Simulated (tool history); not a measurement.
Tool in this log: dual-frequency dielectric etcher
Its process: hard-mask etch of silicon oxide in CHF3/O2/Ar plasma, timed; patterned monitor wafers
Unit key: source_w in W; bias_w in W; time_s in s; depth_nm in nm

{"run": 1, "hour": 0.0, "source_w": 750, "bias_w": 148, "time_s": 18, "depth_nm": 35.641}
{"run": 2, "hour": 4.4, "source_w": 870, "bias_w": 148, "time_s": 18, "depth_nm": 37.119}
{"run": 3, "hour": 8.9, "source_w": 770, "bias_w": 148, "time_s": 18, "depth_nm": 35.839}
{"run": 4, "hour": 10.2, "source_w": 770, "bias_w": 148, "time_s": 18, "depth_nm": 35.873}
{"run": 5, "hour": 16.1, "source_w": 750, "bias_w": 145, "time_s": 18, "depth_nm": 35.408}
{"run": 6, "hour": 19.0, "source_w": 820, "bias_w": 145, "time_s": 18, "depth_nm": 36.504}
{"run": 7, "hour": 24.1, "source_w": 790, "bias_w": 143, "time_s": 18, "depth_nm": 35.963}
{"run": 8, "hour": 32.2, "source_w": 640, "bias_w": 126, "time_s": 18, "depth_nm": 32.425}

Forecast run 9:
{"run": 9, "hour": 38.1, "source_w": 630, "bias_w": 126, "time_s": 18, "depth_nm": "?"}

{"run 9": {"depth_nm": 32.233}}
